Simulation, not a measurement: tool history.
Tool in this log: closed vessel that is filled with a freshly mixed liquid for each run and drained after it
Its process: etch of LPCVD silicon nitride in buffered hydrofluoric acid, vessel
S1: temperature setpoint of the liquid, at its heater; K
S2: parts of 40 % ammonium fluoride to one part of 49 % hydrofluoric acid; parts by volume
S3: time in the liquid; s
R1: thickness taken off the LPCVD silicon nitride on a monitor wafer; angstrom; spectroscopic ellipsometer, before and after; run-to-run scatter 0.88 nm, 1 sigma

run  hour      S1    S2    S3      R1
  1     0  295.15    11  3180  390.41
  2   7.6  295.15    13  3180  335.94
  3   9.5  295.15  10.5  3180  406.12
  4  12.6  296.15    10  3185  461.61
  5  15.2  296.15     8  3185  557.37
  6  23.4  296.65     8  3185  567.09
  7  29.6  297.15     8  3185  575.98
  8  30.7  297.65     8  3185     596
  9  33.3  301.65     6  3195  1003.6

For run 10, what comes out?
 10  38.3  301.15   6  3195   ?

Run 10 measured R1 957.38 angstrom.
